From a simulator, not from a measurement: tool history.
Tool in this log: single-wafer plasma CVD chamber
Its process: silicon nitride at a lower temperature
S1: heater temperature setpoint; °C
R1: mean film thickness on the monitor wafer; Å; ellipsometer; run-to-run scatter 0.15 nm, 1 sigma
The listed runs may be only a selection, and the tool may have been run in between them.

{"run": 1, "hour": 0.0, "S1": 350, "chamber pressure (mTorr)": 1200, "RF power (kW)": 0.39, "deposition time (s)": 36.8, "R1": 524.61}
{"run": 2, "hour": 7.0, "S1": 350, "chamber pressure (mTorr)": 1090, "RF power (kW)": 0.39, "deposition time (s)": 36.8, "R1": 513.39}
{"run": 3, "hour": 12.1, "S1": 350, "chamber pressure (mTorr)": 1140, "RF power (kW)": 0.41, "deposition time (s)": 37.0, "R1": 542.81}
{"run": 4, "hour": 12.9, "S1": 350, "chamber pressure (mTorr)": 1060, "RF power (kW)": 0.41, "deposition time (s)": 37.0, "R1": 530.59}
{"run": 5, "hour": 15.6, "S1": 350, "chamber pressure (mTorr)": 1060, "RF power (kW)": 0.41, "deposition time (s)": 36.8, "R1": 528.68}
{"hour": 23.2, "done": "capacitance manometer re-zeroed and calibrated"}
{"run": 6, "hour": 23.2, "S1": 350, "chamber pressure (mTorr)": 1060, "RF power (kW)": 0.41, "deposition time (s)": 36.8, "R1": 522.96}
{"run": 7, "hour": 25.5, "S1": 350, "chamber pressure (mTorr)": 1140, "RF power (kW)": 0.42, "deposition time (s)": 36.9, "R1": 540.38}
{"run": 8, "hour": 32.0, "S1": 350, "chamber pressure (mTorr)": 1180, "RF power (kW)": 0.44, "deposition time (s)": 37.1, "R1": 565.65}

Run 9 is up next; what results do you expect?
{"run": 9, "hour": 33.6, "S1": 350, "chamber pressure (mTorr)": 1220, "RF power (kW)": 0.45, "deposition time (s)": 37.2, "R1": "?"}

{"run 9": {"R1": 582.13}}
